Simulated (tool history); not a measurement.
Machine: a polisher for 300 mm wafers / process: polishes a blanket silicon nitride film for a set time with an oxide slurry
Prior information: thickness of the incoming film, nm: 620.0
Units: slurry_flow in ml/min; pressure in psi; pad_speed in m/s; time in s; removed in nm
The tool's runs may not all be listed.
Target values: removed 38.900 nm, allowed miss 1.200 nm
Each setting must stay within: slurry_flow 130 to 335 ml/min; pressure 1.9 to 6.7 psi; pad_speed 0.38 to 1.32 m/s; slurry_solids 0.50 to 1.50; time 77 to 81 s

run,hour,slurry_flow,pressure,pad_speed,slurry_solids,time,removed
1,0.0,215,4.3,0.84,1.00,77,56.134
2,4.3,215,4.3,0.96,1.00,77,60.780
3,5.0,215,4.3,0.96,0.85,77,55.374
4,12.5,215,4.3,0.84,0.85,77,51.567
5,16.8,215,4.3,0.84,0.85,81,53.786
6,18.9,215,4.3,0.84,0.65,81,47.218
7,20.8,210,4.1,0.84,0.65,81,44.635
8,25.2,205,4.0,0.84,0.65,81,43.911
9,34.3,205,3.8,0.84,0.65,81,41.048
10,38.2,200,3.8,0.84,0.65,81,40.890
11,46.2,195,3.8,0.84,0.65,81,40.478
12,49.7,190,3.8,0.84,0.65,81,40.200
13,54.9,185,3.8,0.84,0.65,81,40.423
14,60.9,180,3.8,0.84,0.65,81,41.016

Which one of the following 4 next-run settings gets every result inside its allowed miss? There is exactly one.
A,66.9,290,3.1,0.82,0.75,77,?
B,66.9,185,3.2,0.80,0.75,80,?
C,66.9,230,3.7,0.68,0.70,78,?
D,66.9,170,3.2,0.90,0.75,81,?

move,removed
A,36.089
B,36.017
C,36.603
D,38.449
A: pushes the last run's worst result past its target
B: pushes the last run's worst result past its target
C: pushes the last run's worst result past its target
D: all results in spec
Correct choice: D, which meets every target

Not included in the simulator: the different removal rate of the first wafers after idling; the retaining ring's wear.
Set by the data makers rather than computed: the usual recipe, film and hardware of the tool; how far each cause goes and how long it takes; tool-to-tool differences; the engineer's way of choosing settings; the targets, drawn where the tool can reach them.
